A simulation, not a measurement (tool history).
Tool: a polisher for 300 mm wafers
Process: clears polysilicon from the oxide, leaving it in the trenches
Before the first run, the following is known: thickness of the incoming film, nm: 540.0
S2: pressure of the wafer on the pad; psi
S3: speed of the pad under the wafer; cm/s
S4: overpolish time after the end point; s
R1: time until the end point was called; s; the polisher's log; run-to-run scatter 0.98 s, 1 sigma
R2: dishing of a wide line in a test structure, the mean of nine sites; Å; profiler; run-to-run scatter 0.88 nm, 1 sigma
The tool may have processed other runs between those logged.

Run 1, hour 0.0: flow of slurry (ml/min) 225, S2 1.7 psi, S3 80 cm/s, S4 22 s. Result: R1 90.858 s, R2 580.48 Å.
Run 2, hour 7.8: flow of slurry (ml/min) 225, S2 1.7 psi, S3 80 cm/s, S4 14 s. Result: R1 91.362 s, R2 487.77 Å.
Run 3, hour 8.5: flow of slurry (ml/min) 225, S2 1.8 psi, S3 80 cm/s, S4 14 s. Result: R1 79.986 s, R2 520.51 Å.
Run 4, hour 17.3: flow of slurry (ml/min) 225, S2 1.9 psi, S3 80 cm/s, S4 13 s. Result: R1 78.943 s, R2 510.88 Å.
Run 5, hour 24.3: flow of slurry (ml/min) 225, S2 2.0 psi, S3 80 cm/s, S4 12 s. Result: R1 75.364 s, R2 498.00 Å.
Run 6, hour 29.1: flow of slurry (ml/min) 225, S2 2.0 psi, S3 80 cm/s, S4 20 s. Result: R1 73.179 s, R2 597.01 Å.
Run 7, hour 33.0: flow of slurry (ml/min) 225, S2 2.1 psi, S3 80 cm/s, S4 18 s. Result: R1 71.952 s, R2 597.68 Å.

What does the tool deliver on the next run?
Run 8, hour 40.6: flow of slurry (ml/min) 225, S2 2.2 psi, S3 82 cm/s, S4 16 s. Result: R1 ?, R2 ?.

{"run 8": {"R1": 65.409, "R2": 570.48}}
